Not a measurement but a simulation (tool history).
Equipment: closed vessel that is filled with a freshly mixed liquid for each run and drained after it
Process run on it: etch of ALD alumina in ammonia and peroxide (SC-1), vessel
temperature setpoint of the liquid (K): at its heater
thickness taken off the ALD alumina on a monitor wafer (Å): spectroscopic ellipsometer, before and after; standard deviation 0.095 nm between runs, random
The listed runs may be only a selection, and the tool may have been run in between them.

| run | day | temperature setpoint of the liquid (K) | parts of 29 % ammonia solution to one part of 30 % peroxide (parts by volume) | time in the liquid (s) | thickness taken off the ALD alumina on a monitor wafer (Å) |
|---|---|---|---|---|---|
| 1 | 0.000 | 324.15 | 0.45 | 135 | 87.117 |
| 2 | 0.208 | 325.65 | 0.45 | 135 | 93.892 |
| 3 | 0.488 | 325.65 | 0.45 | 135 | 93.731 |
| 4 | 0.825 | 327.15 | 0.45 | 135 | 102.290 |
| 5 | 0.888 | 328.15 | 0.45 | 135 | 107.880 |
| 6 | 1.150 | 329.15 | 0.45 | 135 | 113.850 |

Run 7 has not been measured yet. What should we expect?
| 7 | 1.196 | 329.65 | 0.45 | 135 | ? |

Run 7 produced thickness taken off the ALD alumina on a monitor wafer (Å) 115.620.
